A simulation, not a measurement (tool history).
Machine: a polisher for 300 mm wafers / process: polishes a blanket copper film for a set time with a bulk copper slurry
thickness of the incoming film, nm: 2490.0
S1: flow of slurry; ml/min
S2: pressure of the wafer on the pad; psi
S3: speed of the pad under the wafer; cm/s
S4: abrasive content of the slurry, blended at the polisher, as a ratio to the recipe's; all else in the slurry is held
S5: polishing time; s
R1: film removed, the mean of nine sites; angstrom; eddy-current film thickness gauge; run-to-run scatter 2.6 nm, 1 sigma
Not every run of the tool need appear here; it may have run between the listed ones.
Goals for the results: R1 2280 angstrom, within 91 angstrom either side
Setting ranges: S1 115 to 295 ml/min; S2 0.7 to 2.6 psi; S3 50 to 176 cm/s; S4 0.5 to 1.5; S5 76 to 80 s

run,day,S1,S2,S3,S4,S5,R1
1,0,190,1.6,112,1,76,4067.5
2,0.371,190,1.5,112,1,76,3777.9
3,0.517,190,1.5,112,1.2,76,3939.4
4,0.612,190,1.5,130,1.2,76,4429.1
5,0.767,190,1.5,158,1.2,76,5308.1
6,1.025,190,1.8,158,1.2,76,6365.3
7,1.242,185,1.6,150,1.2,76,5344.4
8,1.321,185,1.6,150,1.2,76,5335.7
9,1.612,185,1.5,144,1.2,76,4836.6
10,1.988,185,1.4,138,1.2,76,4430.6
11,2.175,185,1.3,132,1.2,76,3952.4
12,2.512,185,1.2,128,1.2,76,3615.3
13,2.771,185,1.2,128,1.2,76,3558.7
14,3.083,180,0.7,112,1.2,76,1881.2
15,3.179,185,0.7,112,1.2,76,1900.7
16,3.317,185,0.8,112,1.2,76,2139

5 candidate next runs follow, results not yet known. Just one meets every target within its allowed miss. Identify it.
A,3.454,160,0.8,110,1.25,76,?
B,3.454,180,0.8,110,1.15,76,?
C,3.454,215,0.8,104,1.2,76,?
D,3.454,195,0.8,102,1.35,76,?
E,3.454,180,0.8,120,1.3,76,?

move,R1
A,2095
B,2106.5
C,2067
D,2045.7
E,2339.1
A: further off than the last run
B: further off than the last run
C: further off than the last run
D: further off than the last run
E: meets every target
Answer: E
